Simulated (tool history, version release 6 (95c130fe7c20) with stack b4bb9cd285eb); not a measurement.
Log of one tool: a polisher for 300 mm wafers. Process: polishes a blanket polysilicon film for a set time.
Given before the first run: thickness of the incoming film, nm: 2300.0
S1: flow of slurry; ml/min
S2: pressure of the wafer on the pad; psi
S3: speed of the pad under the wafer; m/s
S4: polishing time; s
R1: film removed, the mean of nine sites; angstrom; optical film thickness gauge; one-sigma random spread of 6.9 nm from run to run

run,day,S1,S2,S3,S4,R1
1,0.000,265,2.3,0.92,92,4495.5
2,0.212,330,2.3,0.92,92,4599.2
3,0.546,330,2.3,0.72,92,3715.3
4,0.762,330,2.6,0.74,92,4313.5
5,0.917,330,2.8,0.76,92,4684.9
# day 1.133: worn pad replaced by a new one
6,1.133,370,2.8,0.76,92,5186.8
7,1.342,380,2.9,0.76,92,5450.0

What does the tool deliver on the next run?
8,1.679,385,3.0,0.76,92,?

Logged for run 8: R1 5566.8 angstrom.

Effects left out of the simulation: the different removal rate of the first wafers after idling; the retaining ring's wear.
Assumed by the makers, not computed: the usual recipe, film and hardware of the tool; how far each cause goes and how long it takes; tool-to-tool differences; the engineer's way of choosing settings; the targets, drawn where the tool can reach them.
